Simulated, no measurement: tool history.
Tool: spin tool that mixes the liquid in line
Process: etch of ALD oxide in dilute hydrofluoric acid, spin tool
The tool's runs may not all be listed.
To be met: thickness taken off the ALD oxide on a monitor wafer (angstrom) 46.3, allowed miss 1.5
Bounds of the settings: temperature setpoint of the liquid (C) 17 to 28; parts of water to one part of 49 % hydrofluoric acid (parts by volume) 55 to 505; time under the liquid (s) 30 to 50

run,day,temperature setpoint of the liquid (C),parts of water to one part of 49 % hydrofluoric acid (parts by volume),time under the liquid (s),thickness taken off the ALD oxide on a monitor wafer (angstrom)
1,0,20,280,50,15.756
2,0.312,21,260,50,17.841
3,0.571,21,320,50,13.66
4,0.754,22,295,50,15.803
5,0.812,24,295,50,16.991
6,1.096,24.5,270,50,18.964
7,1.438,25,250,50,21.53
8,1.725,25.5,235,50,23.437
9,1.775,26,220,50,26.289

Which of these 5 next moves meets every target?
A,1.825,26.5,220,35,?
B,1.825,26.5,140,50,?
C,1.825,27.5,195,50,?
D,1.825,27.5,125,50,?
E,1.825,28,175,50,?

move,thickness taken off the ALD oxide on a monitor wafer (angstrom)
A,18.533
B,45.673
C,31.846
D,54.122
E,36.997
A: further off than the last run
B: meets every target
C: nearer than the last run, and not there yet
D: takes the result that was furthest off past its target
E: nearer than the last run, and not there yet
Answer: B
